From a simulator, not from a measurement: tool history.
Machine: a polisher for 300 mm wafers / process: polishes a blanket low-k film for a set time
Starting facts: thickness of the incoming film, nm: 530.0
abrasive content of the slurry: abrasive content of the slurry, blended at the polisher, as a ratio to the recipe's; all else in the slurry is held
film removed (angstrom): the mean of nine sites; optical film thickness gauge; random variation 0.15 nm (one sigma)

run,hour,flow of slurry (ml/min),pressure of the wafer on the pad (psi),speed of the pad under the wafer (m/s),abrasive content of the slurry,polishing time (s),film removed (angstrom)
1,0.0,190,1.4,1.28,1.00,28,118.24
2,8.4,200,1.6,1.30,1.00,28,137.40
3,11.6,200,1.5,1.30,1.00,28,130.32
4,15.6,200,1.5,1.30,1.15,28,136.10
5,22.9,210,1.7,1.32,1.15,28,157.24
6,26.3,210,1.7,1.32,1.15,28,158.23
7,35.2,215,1.8,1.34,1.15,28,168.80
8,40.3,215,1.9,1.36,1.15,28,181.53

For run 9, what comes out?
9,44.5,250,2.2,1.42,1.15,28,?

film removed (angstrom): 217.90
